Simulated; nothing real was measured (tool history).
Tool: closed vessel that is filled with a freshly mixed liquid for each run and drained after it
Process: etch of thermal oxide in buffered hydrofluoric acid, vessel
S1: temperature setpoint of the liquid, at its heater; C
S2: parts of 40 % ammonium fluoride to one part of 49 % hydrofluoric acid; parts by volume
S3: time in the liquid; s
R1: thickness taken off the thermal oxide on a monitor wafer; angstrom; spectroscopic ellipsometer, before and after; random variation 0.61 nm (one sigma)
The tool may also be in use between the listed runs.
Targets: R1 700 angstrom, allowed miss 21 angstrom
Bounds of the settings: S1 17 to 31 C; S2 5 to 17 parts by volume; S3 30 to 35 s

run  hour    S1    S2  S3      R1
  1     0    23  10.5  35  345.17
  2   5.6    25  10.5  35  378.25
  3   7.6    25  12.5  35  322.35
  4  14.3    25  12.5  35  321.66
  5  22.4    25    10  35  396.41
  6  25.9    26   9.5  35  436.65
  7    30    27     9  35   477.9
  8  35.7    31   6.5  35  824.85
  9  44.2  30.5   6.5  35  816.83
 10  46.5    30   6.5  35   794.1

Which of these 5 next moves meets every target?
  A  48.8    31  6.5  35   ?
  B  48.8  30.5    6  30   ?
  C  48.8  30.5    7  30   ?
  D  48.8  29.5    5  35   ?
  E  48.8    29    7  35   ?

move      R1
   A  830.28
   B     743
   C  650.26
   D  959.53
   E  701.25
A: further off than the last run
B: nearer than the last run, and not there yet
C: takes the result that was furthest off past its target
D: further off than the last run
E: meets every target
The right move is E.
